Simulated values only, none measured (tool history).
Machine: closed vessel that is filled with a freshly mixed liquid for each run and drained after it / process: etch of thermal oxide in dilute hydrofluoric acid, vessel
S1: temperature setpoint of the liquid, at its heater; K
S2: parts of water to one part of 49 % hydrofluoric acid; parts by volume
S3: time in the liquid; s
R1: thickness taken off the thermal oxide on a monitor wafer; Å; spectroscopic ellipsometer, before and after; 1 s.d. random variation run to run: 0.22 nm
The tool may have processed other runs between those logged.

Run 1, hour 0.0: S1 294.15 K, S2 210 parts by volume, S3 3135 s. Result: R1 518.65 Å.
Run 2, hour 5.7: S1 296.65 K, S2 210 parts by volume, S3 3135 s. Result: R1 563.97 Å.
Run 3, hour 14.2: S1 296.65 K, S2 210 parts by volume, S3 3340 s. Result: R1 602.45 Å.
Run 4, hour 20.7: S1 295.65 K, S2 230 parts by volume, S3 3340 s. Result: R1 524.51 Å.
Run 5, hour 29.5: S1 295.65 K, S2 230 parts by volume, S3 3135 s. Result: R1 493.48 Å.
Run 6, hour 32.0: S1 295.65 K, S2 230 parts by volume, S3 3340 s. Result: R1 525.37 Å.
Run 7, hour 38.0: S1 295.15 K, S2 245 parts by volume, S3 3340 s. Result: R1 471.70 Å.

Run 8, settings as shown, results not yet in. Your forecast:
Run 8, hour 45.5: S1 294.65 K, S2 255 parts by volume, S3 3340 s. Result: R1 ?.

R1: 442.84 Å
